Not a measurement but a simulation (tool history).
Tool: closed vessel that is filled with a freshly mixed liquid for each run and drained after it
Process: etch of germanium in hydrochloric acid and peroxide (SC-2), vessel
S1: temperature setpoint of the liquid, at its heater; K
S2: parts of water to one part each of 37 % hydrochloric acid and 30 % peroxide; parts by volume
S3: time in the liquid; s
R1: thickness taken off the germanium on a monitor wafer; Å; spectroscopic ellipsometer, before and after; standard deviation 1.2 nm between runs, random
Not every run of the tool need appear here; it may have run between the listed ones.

run  hour      S1   S2  S3      R1
  1     0  329.15  6.5  90    1676
  2   1.7  334.15  6.5  90  1941.1
  3   7.7  337.15  6.5  90  2115.3
  4  13.4  337.15  7.5  90  2093.1
  5  20.4  332.15  7.5  90  1808.1
  6  25.9  328.65  7.5  90  1618.7
  7  30.6  330.65  7.5  90  1734.4
  8  37.7  338.65    7  90  2181.4
  9  43.1  339.15    7  90    2229
 10  47.4  339.65    7  90  2256.8

Run 11 has not been measured yet. What should we expect?
 11  55.5  340.15   7  90   ?

For run 11 the tool returned R1 2318.3 Å.
